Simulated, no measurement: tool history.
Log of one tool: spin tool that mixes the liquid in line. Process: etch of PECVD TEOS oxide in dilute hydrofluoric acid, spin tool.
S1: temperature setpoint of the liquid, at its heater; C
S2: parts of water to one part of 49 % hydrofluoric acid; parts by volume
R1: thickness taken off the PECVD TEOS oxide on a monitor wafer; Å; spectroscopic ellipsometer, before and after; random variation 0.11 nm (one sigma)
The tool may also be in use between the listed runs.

run 1 hour=0 | S1=20 S2=265 time_under_the_liquid_(s)=325 | R1=210.84
run 2 hour=5.3 | S1=20 S2=265 time_under_the_liquid_(s)=325 | R1=213.55
run 3 hour=7.7 | S1=19 S2=285 time_under_the_liquid_(s)=325 | R1=184.67
run 4 hour=10.2 | S1=19 S2=285 time_under_the_liquid_(s)=325 | R1=182.25
run 5 hour=15.5 | S1=18.5 S2=295 time_under_the_liquid_(s)=325 | R1=172.92
run 6 hour=17.9 | S1=18.5 S2=295 time_under_the_liquid_(s)=325 | R1=174.99
run 7 hour=25.3 | S1=18 S2=305 time_under_the_liquid_(s)=325 | R1=164.94

The next listed run, before its measurement:
run 8 hour=33 | S1=17.5 S2=315 time_under_the_liquid_(s)=325 | R1=?

{"run 8": {"R1": 152.03}}
